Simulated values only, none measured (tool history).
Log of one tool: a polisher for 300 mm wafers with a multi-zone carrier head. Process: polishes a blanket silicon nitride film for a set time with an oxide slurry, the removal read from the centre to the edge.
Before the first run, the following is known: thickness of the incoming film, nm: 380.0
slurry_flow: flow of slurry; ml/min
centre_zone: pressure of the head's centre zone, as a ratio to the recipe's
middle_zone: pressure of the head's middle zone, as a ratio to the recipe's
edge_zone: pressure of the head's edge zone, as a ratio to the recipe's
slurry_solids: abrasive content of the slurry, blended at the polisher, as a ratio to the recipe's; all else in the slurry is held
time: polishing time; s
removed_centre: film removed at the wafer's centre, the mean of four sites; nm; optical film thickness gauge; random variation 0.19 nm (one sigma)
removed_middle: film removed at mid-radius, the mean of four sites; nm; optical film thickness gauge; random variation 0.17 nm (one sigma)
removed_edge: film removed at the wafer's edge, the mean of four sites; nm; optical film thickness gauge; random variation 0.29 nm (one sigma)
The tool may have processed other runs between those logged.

{"run": 1, "day": 0.0, "slurry_flow": 310, "centre_zone": 1, "middle_zone": 1, "edge_zone": 1, "slurry_solids": 1, "time": 50, "removed_centre": 32.043, "removed_middle": 31.69, "removed_edge": 32.624}
{"run": 2, "day": 0.108, "slurry_flow": 310, "centre_zone": 1, "middle_zone": 0.99, "edge_zone": 0.99, "slurry_solids": 0.95, "time": 49, "removed_centre": 30.652, "removed_middle": 30.177, "removed_edge": 31.969}
{"run": 3, "day": 0.262, "slurry_flow": 310, "centre_zone": 1, "middle_zone": 1.03, "edge_zone": 0.99, "slurry_solids": 0.95, "time": 49, "removed_centre": 30.138, "removed_middle": 31.002, "removed_edge": 30.905}
{"run": 4, "day": 0.367, "slurry_flow": 350, "centre_zone": 1, "middle_zone": 1.03, "edge_zone": 0.99, "slurry_solids": 0.95, "time": 49, "removed_centre": 31.311, "removed_middle": 31.403, "removed_edge": 32.146}
{"run": 5, "day": 0.742, "slurry_flow": 340, "centre_zone": 1.01, "middle_zone": 1.02, "edge_zone": 0.98, "slurry_solids": 0.9, "time": 48, "removed_centre": 29.722, "removed_middle": 30.346, "removed_edge": 30.281}
{"run": 6, "day": 1.05, "slurry_flow": 340, "centre_zone": 1.01, "middle_zone": 1.02, "edge_zone": 0.98, "slurry_solids": 0.95, "time": 48, "removed_centre": 31.216, "removed_middle": 30.764, "removed_edge": 30.392}
{"run": 7, "day": 1.233, "slurry_flow": 345, "centre_zone": 1.01, "middle_zone": 1.01, "edge_zone": 0.97, "slurry_solids": 0.9, "time": 47, "removed_centre": 29.517, "removed_middle": 29.169, "removed_edge": 29.588}
{"run": 8, "day": 1.538, "slurry_flow": 340, "centre_zone": 1.01, "middle_zone": 1, "edge_zone": 0.96, "slurry_solids": 0.85, "time": 46, "removed_centre": 27.885, "removed_middle": 27.218, "removed_edge": 28.35}
{"run": 9, "day": 1.792, "slurry_flow": 335, "centre_zone": 1.02, "middle_zone": 1, "edge_zone": 0.95, "slurry_solids": 0.8, "time": 46, "removed_centre": 27.264, "removed_middle": 26.469, "removed_edge": 27.368}
{"run": 10, "day": 1.938, "slurry_flow": 330, "centre_zone": 1.02, "middle_zone": 1, "edge_zone": 0.94, "slurry_solids": 0.75, "time": 46, "removed_centre": 26.752, "removed_middle": 26.329, "removed_edge": 26.253}
{"run": 11, "day": 2.196, "slurry_flow": 320, "centre_zone": 1.02, "middle_zone": 0.99, "edge_zone": 0.93, "slurry_solids": 0.7, "time": 46, "removed_centre": 26.053, "removed_middle": 25.06, "removed_edge": 24.487}
{"run": 12, "day": 2.404, "slurry_flow": 310, "centre_zone": 1.01, "middle_zone": 0.98, "edge_zone": 0.92, "slurry_solids": 0.7, "time": 46, "removed_centre": 25.218, "removed_middle": 24.782, "removed_edge": 25.42}
{"run": 13, "day": 2.7, "slurry_flow": 400, "centre_zone": 1.03, "middle_zone": 0.94, "edge_zone": 0.93, "slurry_solids": 0.5, "time": 40, "removed_centre": 19.976, "removed_middle": 18.553, "removed_edge": 19.092}
{"run": 14, "day": 2.958, "slurry_flow": 400, "centre_zone": 1.03, "middle_zone": 0.94, "edge_zone": 0.94, "slurry_solids": 0.5, "time": 40, "removed_centre": 20.229, "removed_middle": 18.572, "removed_edge": 19.427}
{"run": 15, "day": 3.146, "slurry_flow": 400, "centre_zone": 1.03, "middle_zone": 0.95, "edge_zone": 0.95, "slurry_solids": 0.5, "time": 40, "removed_centre": 19.764, "removed_middle": 18.736, "removed_edge": 19.837}
{"day": 3.212, "done": "slurry nozzle cleaned"}
{"run": 16, "day": 3.212, "slurry_flow": 400, "centre_zone": 1.04, "middle_zone": 0.96, "edge_zone": 0.95, "slurry_solids": 0.5, "time": 40, "removed_centre": 20.998, "removed_middle": 19.577, "removed_edge": 19.493}

Run 17, settings as shown, results not yet in. Your forecast:
{"run": 17, "day": 3.567, "slurry_flow": 400, "centre_zone": 1.04, "middle_zone": 0.96, "edge_zone": 0.96, "slurry_solids": 0.5, "time": 40, "removed_centre": "?", "removed_middle": "?", "removed_edge": "?"}

Run 17 came out at removed_centre 20.726 nm, removed_middle 19.733 nm, removed_edge 19.672 nm.
